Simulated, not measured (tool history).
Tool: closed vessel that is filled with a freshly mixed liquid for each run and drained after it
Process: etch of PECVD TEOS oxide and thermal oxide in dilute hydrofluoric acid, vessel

| run | day | temperature setpoint of the liquid (C) | parts of water to one part of 49 % hydrofluoric acid (parts by volume) | time in the liquid (s) | thickness taken off the PECVD TEOS oxide on a monitor wafer (angstrom) | thickness taken off the thermal oxide on a monitor wafer (angstrom) |
|---|---|---|---|---|---|---|
| 1 | 0 | 23 | 55 | 60 | 232.03 | 53.637 |
| 2 | 0.092 | 19.5 | 55 | 60 | 198.47 | 46.832 |
| 3 | 0.288 | 18 | 55 | 60 | 188.78 | 43.628 |
| 4 | 0.667 | 18 | 55 | 45 | 141.62 | 33.136 |
| 5 | 1.025 | 18 | 55 | 65 | 203.55 | 47.18 |
| 6 | 1.283 | 21.5 | 55 | 65 | 234.85 | 55.021 |
| 7 | 1.662 | 21 | 60 | 65 | 211.48 | 49.715 |

The next listed run, before its measurement:
| 8 | 1.925 | 20.5 | 65 | 65 | ? | ? |

Run 8 gave thickness taken off the PECVD TEOS oxide on a monitor wafer (angstrom) 189.02, thickness taken off the thermal oxide on a monitor wafer (angstrom) 44.591.

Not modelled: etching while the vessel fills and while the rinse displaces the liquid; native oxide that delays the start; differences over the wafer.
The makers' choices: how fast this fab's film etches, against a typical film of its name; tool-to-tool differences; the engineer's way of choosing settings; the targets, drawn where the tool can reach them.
